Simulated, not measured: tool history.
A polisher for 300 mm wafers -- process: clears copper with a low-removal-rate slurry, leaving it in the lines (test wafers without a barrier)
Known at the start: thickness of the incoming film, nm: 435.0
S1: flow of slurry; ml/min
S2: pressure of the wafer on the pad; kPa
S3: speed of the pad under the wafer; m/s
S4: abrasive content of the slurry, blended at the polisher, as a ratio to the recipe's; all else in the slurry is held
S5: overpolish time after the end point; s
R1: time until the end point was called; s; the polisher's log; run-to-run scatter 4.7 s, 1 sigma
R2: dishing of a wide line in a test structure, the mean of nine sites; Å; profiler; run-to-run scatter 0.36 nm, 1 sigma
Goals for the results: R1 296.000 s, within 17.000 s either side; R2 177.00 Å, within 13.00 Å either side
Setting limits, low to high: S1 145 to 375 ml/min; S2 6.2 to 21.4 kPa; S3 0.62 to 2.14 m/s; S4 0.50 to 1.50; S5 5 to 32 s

{"run": 1, "day": 0.0, "S1": 240, "S2": 13.8, "S3": 1.38, "S4": 1.0, "S5": 16, "R1": 137.88, "R2": 339.0}
{"run": 2, "day": 0.104, "S1": 240, "S2": 12.4, "S3": 1.32, "S4": 1.0, "S5": 16, "R1": 155.35, "R2": 288.49}
{"run": 3, "day": 0.204, "S1": 240, "S2": 15.2, "S3": 1.32, "S4": 1.0, "S5": 16, "R1": 130.62, "R2": 348.75}
{"run": 4, "day": 0.242, "S1": 240, "S2": 17.9, "S3": 1.32, "S4": 1.0, "S5": 16, "R1": 111.17, "R2": 388.36}
{"run": 5, "day": 0.396, "S1": 295, "S2": 17.9, "S3": 1.32, "S4": 1.0, "S5": 16, "R1": 112.93, "R2": 399.08}
{"run": 6, "day": 0.692, "S1": 295, "S2": 17.9, "S3": 1.64, "S4": 1.0, "S5": 16, "R1": 90.182, "R2": 465.52}
{"run": 7, "day": 0.925, "S1": 295, "S2": 15.9, "S3": 1.5, "S4": 1.0, "S5": 16, "R1": 109.53, "R2": 399.99}
{"run": 8, "day": 1.004, "S1": 295, "S2": 13.8, "S3": 1.38, "S4": 1.0, "S5": 16, "R1": 134.09, "R2": 334.58}
{"run": 9, "day": 1.025, "S1": 295, "S2": 12.4, "S3": 1.28, "S4": 1.0, "S5": 16, "R1": 155.2, "R2": 282.75}
{"run": 10, "day": 1.108, "S1": 295, "S2": 11.0, "S3": 1.2, "S4": 1.0, "S5": 17, "R1": 187.72, "R2": 277.96}
{"run": 11, "day": 1.375, "S1": 290, "S2": 6.9, "S3": 1.1, "S4": 1.0, "S5": 12, "R1": 303.1, "R2": 129.45}
{"run": 12, "day": 1.475, "S1": 290, "S2": 6.9, "S3": 1.1, "S4": 1.0, "S5": 13, "R1": 298.65, "R2": 139.23}
{"run": 13, "day": 1.808, "S1": 290, "S2": 6.9, "S3": 1.1, "S4": 1.0, "S5": 14, "R1": 294.0, "R2": 149.81}
{"run": 14, "day": 1.85, "S1": 290, "S2": 6.9, "S3": 1.1, "S4": 1.0, "S5": 15, "R1": 293.16, "R2": 157.42}

Pick the move, out of 5, that brings all results within their allowed miss; only one does.
{"run": "A", "day": 1.892, "S1": 290, "S2": 6.2, "S3": 1.22, "S4": 1.0, "S5": 17, "R1": "?", "R2": "?"}
{"run": "B", "day": 1.892, "S1": 250, "S2": 7.6, "S3": 0.96, "S4": 1.05, "S5": 15, "R1": "?", "R2": "?"}
{"run": "C", "day": 1.892, "S1": 245, "S2": 6.2, "S3": 1.2, "S4": 1.1, "S5": 13, "R1": "?", "R2": "?"}
{"run": "D", "day": 1.892, "S1": 305, "S2": 6.9, "S3": 1.1, "S4": 1.05, "S5": 14, "R1": "?", "R2": "?"}
{"run": "E", "day": 1.892, "S1": 315, "S2": 6.9, "S3": 1.1, "S4": 1.3, "S5": 12, "R1": "?", "R2": "?"}

move=A R1=287.900 R2=180.01
move=B R1=310.910 R2=152.86
move=C R1=289.850 R2=142.14
move=D R1=287.880 R2=153.27
move=E R1=270.040 R2=141.62
A: every result lands within tolerance
B: its largest miss is bigger than the last run's
C: its largest miss is bigger than the last run's
D: its largest miss is bigger than the last run's
E: its largest miss is bigger than the last run's
The move that meets every target is A.
